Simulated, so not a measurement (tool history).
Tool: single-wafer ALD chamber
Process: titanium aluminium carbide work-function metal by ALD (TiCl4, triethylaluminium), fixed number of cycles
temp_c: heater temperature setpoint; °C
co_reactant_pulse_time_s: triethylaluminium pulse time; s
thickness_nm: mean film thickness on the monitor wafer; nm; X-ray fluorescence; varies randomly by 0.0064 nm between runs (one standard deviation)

run    day  temp_c  co_reactant_pulse_time_s  thickness_nm
  1  0.000     315                     14.93        2.1469
  2  0.054     310                     14.93        2.0847
  3  0.250     317                     14.93        2.1605
  4  0.517     317                     11.19        2.1254
  5  0.554     306                     11.19        2.0285
  6  0.638     306                      8.74        2.0040

Estimate the outcome of run 7 from the log above:
  7  0.742     305                      8.59             ?

{"run 7": {"thickness_nm": 1.9989}}

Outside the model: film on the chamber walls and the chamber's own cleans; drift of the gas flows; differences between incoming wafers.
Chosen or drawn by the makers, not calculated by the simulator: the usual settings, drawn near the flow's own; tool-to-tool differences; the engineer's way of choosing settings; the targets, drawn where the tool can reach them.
